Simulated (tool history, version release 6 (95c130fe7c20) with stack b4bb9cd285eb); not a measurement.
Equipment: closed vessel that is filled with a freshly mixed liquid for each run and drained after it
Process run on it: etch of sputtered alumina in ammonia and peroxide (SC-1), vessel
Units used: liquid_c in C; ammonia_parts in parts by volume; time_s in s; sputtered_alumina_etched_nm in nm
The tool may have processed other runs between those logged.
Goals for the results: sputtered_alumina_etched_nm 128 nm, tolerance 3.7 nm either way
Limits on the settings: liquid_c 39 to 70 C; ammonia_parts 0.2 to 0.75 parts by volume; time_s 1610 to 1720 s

{"run": 1, "hour": 0.0, "liquid_c": 55, "ammonia_parts": 0.45, "time_s": 1610, "sputtered_alumina_etched_nm": 88.741}
{"run": 2, "hour": 6.9, "liquid_c": 55, "ammonia_parts": 0.45, "time_s": 1610, "sputtered_alumina_etched_nm": 88.218}
{"run": 3, "hour": 11.0, "liquid_c": 56.5, "ammonia_parts": 0.45, "time_s": 1610, "sputtered_alumina_etched_nm": 95.268}
{"run": 4, "hour": 14.4, "liquid_c": 57.5, "ammonia_parts": 0.45, "time_s": 1610, "sputtered_alumina_etched_nm": 99.375}
{"run": 5, "hour": 23.3, "liquid_c": 57.5, "ammonia_parts": 0.45, "time_s": 1610, "sputtered_alumina_etched_nm": 99.457}
{"run": 6, "hour": 26.8, "liquid_c": 57.5, "ammonia_parts": 0.55, "time_s": 1610, "sputtered_alumina_etched_nm": 100.93}
{"run": 7, "hour": 33.2, "liquid_c": 58.5, "ammonia_parts": 0.55, "time_s": 1610, "sputtered_alumina_etched_nm": 107.15}
{"run": 8, "hour": 42.6, "liquid_c": 59, "ammonia_parts": 0.55, "time_s": 1610, "sputtered_alumina_etched_nm": 111.16}

Which single option among these 4 for the next run brings every result within its allowed miss of target? Just one does.
{"run": "A", "hour": 52.0, "liquid_c": 63.5, "ammonia_parts": 0.45, "time_s": 1650, "sputtered_alumina_etched_nm": "?"}
{"run": "B", "hour": 52.0, "liquid_c": 61, "ammonia_parts": 0.6, "time_s": 1610, "sputtered_alumina_etched_nm": "?"}
{"run": "C", "hour": 52.0, "liquid_c": 61.5, "ammonia_parts": 0.55, "time_s": 1715, "sputtered_alumina_etched_nm": "?"}
{"run": "D", "hour": 52.0, "liquid_c": 61.5, "ammonia_parts": 0.75, "time_s": 1610, "sputtered_alumina_etched_nm": "?"}

move=A sputtered_alumina_etched_nm=139.67
move=B sputtered_alumina_etched_nm=123.41
move=C sputtered_alumina_etched_nm=133.74
move=D sputtered_alumina_etched_nm=129.28
A: moves the result that the last run missed by most past its target, out the other side
B: closes in on the targets versus the last run, not all within tolerance yet
C: moves the result that the last run missed by most past its target, out the other side
D: every result within its allowed miss
Move D is the one to make.
